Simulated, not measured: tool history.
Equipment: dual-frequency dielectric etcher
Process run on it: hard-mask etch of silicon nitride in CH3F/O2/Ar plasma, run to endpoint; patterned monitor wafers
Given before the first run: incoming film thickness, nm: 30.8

run  hour  source power (W)  bias power (W)  endpoint time (s)
  1     0               390              96             41.481
  2   8.7               360              90             43.978
  3  13.9               400              90             41.527
  4    20               400              76             43.611
  5    27               400              64             45.306
  6    34               400              79             43.063
  7  36.3               370              76             45.447
  8  42.6               350              74             47.412

Predict the results of run 9:
  9  49.6               330              73                  ?

endpoint time (s): 50.024
